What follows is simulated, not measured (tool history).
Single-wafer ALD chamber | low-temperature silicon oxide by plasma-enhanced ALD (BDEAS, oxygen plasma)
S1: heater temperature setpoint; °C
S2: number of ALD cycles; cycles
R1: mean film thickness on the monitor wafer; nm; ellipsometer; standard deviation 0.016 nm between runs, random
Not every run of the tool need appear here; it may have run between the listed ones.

{"run": 1, "day": 0.0, "S1": 120, "S2": 20, "R1": 2.816}
{"run": 2, "day": 0.154, "S1": 120, "S2": 21, "R1": 2.9567}
{"run": 3, "day": 0.179, "S1": 116, "S2": 21, "R1": 2.9547}
{"run": 4, "day": 0.262, "S1": 107, "S2": 21, "R1": 3.0366}
{"run": 5, "day": 0.596, "S1": 103, "S2": 21, "R1": 3.0315}
{"run": 6, "day": 0.75, "S1": 103, "S2": 22, "R1": 3.2144}

The next listed run, before its measurement:
{"run": 7, "day": 0.871, "S1": 102, "S2": 23, "R1": "?"}

For run 7 the tool returned R1 3.3816 nm.
